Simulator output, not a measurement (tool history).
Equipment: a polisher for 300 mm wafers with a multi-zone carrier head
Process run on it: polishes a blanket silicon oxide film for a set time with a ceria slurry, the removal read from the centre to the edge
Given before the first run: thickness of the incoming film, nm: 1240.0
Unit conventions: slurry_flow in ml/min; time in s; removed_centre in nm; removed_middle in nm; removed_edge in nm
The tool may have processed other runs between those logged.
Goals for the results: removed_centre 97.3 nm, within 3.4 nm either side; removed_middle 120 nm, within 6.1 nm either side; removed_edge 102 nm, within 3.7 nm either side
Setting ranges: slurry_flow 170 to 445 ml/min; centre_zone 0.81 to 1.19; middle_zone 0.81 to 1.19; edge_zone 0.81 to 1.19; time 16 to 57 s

{"run": 1, "hour": 0.0, "slurry_flow": 285, "centre_zone": 1, "middle_zone": 1, "edge_zone": 1, "time": 36, "removed_centre": 169.81, "removed_middle": 162.87, "removed_edge": 159.74}
{"run": 2, "hour": 1.8, "slurry_flow": 285, "centre_zone": 1, "middle_zone": 1, "edge_zone": 1, "time": 41, "removed_centre": 194.93, "removed_middle": 185.97, "removed_edge": 180.49}
{"run": 3, "hour": 4.8, "slurry_flow": 285, "centre_zone": 1, "middle_zone": 1, "edge_zone": 0.93, "time": 41, "removed_centre": 194.7, "removed_middle": 186.76, "removed_edge": 173.66}
{"run": 4, "hour": 8.3, "slurry_flow": 285, "centre_zone": 1, "middle_zone": 1, "edge_zone": 0.93, "time": 32, "removed_centre": 149.46, "removed_middle": 144.47, "removed_edge": 138.89}
{"run": 5, "hour": 14.7, "slurry_flow": 285, "centre_zone": 1, "middle_zone": 1, "edge_zone": 0.93, "time": 25, "removed_centre": 118.42, "removed_middle": 110.7, "removed_edge": 106.61}
{"run": 6, "hour": 23.5, "slurry_flow": 285, "centre_zone": 0.95, "middle_zone": 1, "edge_zone": 0.93, "time": 25, "removed_centre": 112.42, "removed_middle": 113.15, "removed_edge": 105.47}
{"hour": 27.9, "done": "edge zone pressure recalibrated"}
{"run": 7, "hour": 27.9, "slurry_flow": 275, "centre_zone": 0.91, "middle_zone": 1.02, "edge_zone": 0.94, "time": 25, "removed_centre": 106.07, "removed_middle": 117.25, "removed_edge": 109.84}
{"run": 8, "hour": 31.1, "slurry_flow": 280, "centre_zone": 0.89, "middle_zone": 1.03, "edge_zone": 0.9, "time": 25, "removed_centre": 103.94, "removed_middle": 117.43, "removed_edge": 108.96}
{"run": 9, "hour": 33.9, "slurry_flow": 285, "centre_zone": 0.89, "middle_zone": 1.06, "edge_zone": 0.87, "time": 24, "removed_centre": 101.81, "removed_middle": 112.42, "removed_edge": 101.29}

5 next moves are on the table. One of them brings every result within its allowed miss. Which?
{"run": "A", "hour": 36.7, "slurry_flow": 270, "centre_zone": 0.86, "middle_zone": 1.12, "edge_zone": 0.84, "time": 24, "removed_centre": "?", "removed_middle": "?", "removed_edge": "?"}
{"run": "B", "hour": 36.7, "slurry_flow": 195, "centre_zone": 0.95, "middle_zone": 1.06, "edge_zone": 0.87, "time": 23, "removed_centre": "?", "removed_middle": "?", "removed_edge": "?"}
{"run": "C", "hour": 36.7, "slurry_flow": 320, "centre_zone": 0.97, "middle_zone": 1.01, "edge_zone": 0.83, "time": 24, "removed_centre": "?", "removed_middle": "?", "removed_edge": "?"}
{"run": "D", "hour": 36.7, "slurry_flow": 270, "centre_zone": 0.9, "middle_zone": 1, "edge_zone": 0.9, "time": 23, "removed_centre": "?", "removed_middle": "?", "removed_edge": "?"}
{"run": "E", "hour": 36.7, "slurry_flow": 250, "centre_zone": 0.87, "middle_zone": 0.95, "edge_zone": 0.96, "time": 23, "removed_centre": "?", "removed_middle": "?", "removed_edge": "?"}

move=A removed_centre=97.617 removed_middle=115.28 removed_edge=101.05
move=B removed_centre=100.26 removed_middle=102.74 removed_edge=96.374
move=C removed_centre=111.72 removed_middle=107.38 removed_edge=101.66
move=D removed_centre=97.862 removed_middle=100.81 removed_edge=99.938
move=E removed_centre=93.893 removed_middle=96.212 removed_edge=102.46
A: hits every target within its allowed miss
B: gets the furthest-off result to its target, but another result is out of tolerance
C: lands further from the targets than the last run did
D: gets the furthest-off result to its target, but another result is out of tolerance
E: the result that was furthest off in the last run now lies on the other side of its target
A is the move that brings every result within its allowed miss.
